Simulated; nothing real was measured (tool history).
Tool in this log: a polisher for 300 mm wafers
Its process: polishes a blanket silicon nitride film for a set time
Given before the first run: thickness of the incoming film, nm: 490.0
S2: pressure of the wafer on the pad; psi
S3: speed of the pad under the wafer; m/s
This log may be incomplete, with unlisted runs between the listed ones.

{"run": 1, "day": 0.0, "flow of slurry (ml/min)": 275, "S2": 2.4, "S3": 0.84, "polishing time (s)": 120, "film removed (Å)": 1419.8}
{"run": 2, "day": 0.308, "flow of slurry (ml/min)": 275, "S2": 2.6, "S3": 0.84, "polishing time (s)": 120, "film removed (Å)": 1508.7}
{"run": 3, "day": 0.571, "flow of slurry (ml/min)": 315, "S2": 2.6, "S3": 0.84, "polishing time (s)": 120, "film removed (Å)": 1594.3}
{"run": 4, "day": 0.862, "flow of slurry (ml/min)": 325, "S2": 2.7, "S3": 0.84, "polishing time (s)": 120, "film removed (Å)": 1625.5}
{"run": 5, "day": 0.917, "flow of slurry (ml/min)": 325, "S2": 3.1, "S3": 0.84, "polishing time (s)": 120, "film removed (Å)": 1852.1}
{"run": 6, "day": 1.096, "flow of slurry (ml/min)": 295, "S2": 3.1, "S3": 0.84, "polishing time (s)": 120, "film removed (Å)": 1840.2}

Forecast run 7:
{"run": 7, "day": 1.354, "flow of slurry (ml/min)": 295, "S2": 3.2, "S3": 0.84, "polishing time (s)": 120, "film removed (Å)": "?"}

film removed (Å): 1857
